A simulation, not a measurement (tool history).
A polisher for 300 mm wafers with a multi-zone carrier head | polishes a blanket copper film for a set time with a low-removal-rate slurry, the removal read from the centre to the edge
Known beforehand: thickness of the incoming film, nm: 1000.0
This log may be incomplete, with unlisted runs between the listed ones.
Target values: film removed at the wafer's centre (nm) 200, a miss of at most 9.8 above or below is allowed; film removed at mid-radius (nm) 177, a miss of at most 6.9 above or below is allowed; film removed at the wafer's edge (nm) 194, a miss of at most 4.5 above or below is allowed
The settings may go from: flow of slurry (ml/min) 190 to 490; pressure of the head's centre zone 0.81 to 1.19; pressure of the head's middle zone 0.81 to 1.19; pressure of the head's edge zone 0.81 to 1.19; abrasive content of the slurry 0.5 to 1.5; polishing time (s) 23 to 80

run	day	flow of slurry (ml/min)	pressure of the head's centre zone	pressure of the head's middle zone	pressure of the head's edge zone	abrasive content of the slurry	polishing time (s)	film removed at the wafer's centre (nm)	film removed at mid-radius (nm)	film removed at the wafer's edge (nm)
1	0	315	1	1	1	1	51	137.69	133.67	134.63
2	0.167	245	1	1	1	1	51	132.4	130.36	133.02
3	0.308	250	1.02	1	1.03	1.1	53	147.7	135.11	142.19
4	0.621	250	1.02	1	1.03	0.9	53	143.19	128.93	137.69
5	0.933	250	1.02	1	1.03	0.8	53	134.83	131.11	131.84
6	1.104	205	1.02	1	1.03	0.8	53	133.74	127.25	131.07
7	1.283	220	1.02	1.03	1.06	0.95	55	143.19	137.69	145.59
8	1.621	240	1.05	1.06	1.08	1.1	56	161.27	154.44	152.31

Which single option among these 5 for the next run brings every result within its allowed miss of target? Just one does.
A	1.958	305	1.15	0.88	1.17	1.1	67	?	?	?
B	1.958	220	1.06	0.97	1.09	1.1	71	?	?	?
C	1.958	250	1.17	1.03	1.1	1.2	63	?	?	?
D	1.958	200	1.19	0.81	1.16	1.25	63	?	?	?
E	1.958	190	0.95	1.05	1.19	1.05	50	?	?	?

move	film removed at the wafer's centre (nm)	film removed at mid-radius (nm)	film removed at the wafer's edge (nm)
A	212.93	158.68	194.14
B	200.94	176.41	193.17
C	202.94	169.85	176.94
D	201.75	136.59	180.3
E	123.62	129.3	138.98
A: puts the biggest miss on target and leaves a different result outside tolerance
B: hits every target within its allowed miss
C: closer than the last run, but not yet in spec
D: closer than the last run, but not yet in spec
E: misses by more than the last run did
The right move is B.
